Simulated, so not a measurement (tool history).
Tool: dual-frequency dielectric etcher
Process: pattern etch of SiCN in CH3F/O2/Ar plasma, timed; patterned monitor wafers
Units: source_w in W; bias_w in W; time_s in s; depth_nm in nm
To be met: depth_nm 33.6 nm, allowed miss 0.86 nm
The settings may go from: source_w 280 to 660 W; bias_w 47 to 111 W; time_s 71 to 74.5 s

run,hour,source_w,bias_w,time_s,depth_nm
1,0,470,79,71,27.463
2,0.8,470,85,71,28.137
3,4.8,470,85,71,28.118
4,7.7,470,76,71,27.072
5,11.8,390,76,71,25.382
6,14.1,450,82,71.5,27.602
7,20.7,550,97,72.5,31.644
8,27.7,570,98,72.5,32.341
9,28.6,580,99,72.5,32.596

Which of these 5 next moves meets every target?
A,29.5,520,98,73,?
B,29.5,590,101,73,?
C,29.5,610,93,71.5,?
D,29.5,540,97,73,?
E,29.5,570,98,72,?

move,depth_nm
A,31.441
B,33.104
C,31.666
D,31.671
E,31.9
A: further off than the last run
B: meets every target
C: further off than the last run
D: further off than the last run
E: further off than the last run
Move B is the one to make.

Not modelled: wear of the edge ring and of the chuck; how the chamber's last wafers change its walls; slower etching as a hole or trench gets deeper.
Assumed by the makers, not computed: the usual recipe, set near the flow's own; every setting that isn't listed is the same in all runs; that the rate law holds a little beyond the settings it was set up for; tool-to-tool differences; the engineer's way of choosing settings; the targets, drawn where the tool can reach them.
